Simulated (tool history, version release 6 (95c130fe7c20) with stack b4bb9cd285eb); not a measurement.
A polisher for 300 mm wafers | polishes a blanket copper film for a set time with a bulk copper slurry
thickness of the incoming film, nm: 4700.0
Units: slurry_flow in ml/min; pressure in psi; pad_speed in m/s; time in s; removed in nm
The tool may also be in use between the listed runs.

run	day	slurry_flow	pressure	pad_speed	slurry_solids	time	removed
1	0.000	125	3.4	1.24	1.0	117	1827.1
2	0.242	125	3.4	1.24	1.1	117	1937.7
3	0.458	125	3.9	1.24	1.1	117	2176.7
4	0.758	125	4.1	1.24	1.1	117	2325.4
5	0.975	125	4.2	1.24	1.1	117	2301.7
6	1.033	110	4.2	1.24	1.1	117	2284.3
7	1.346	115	4.3	1.24	1.1	117	2319.1

Forecast run 8:
8	1.554	120	4.4	1.24	1.1	117	?

removed: 2410.0 nm
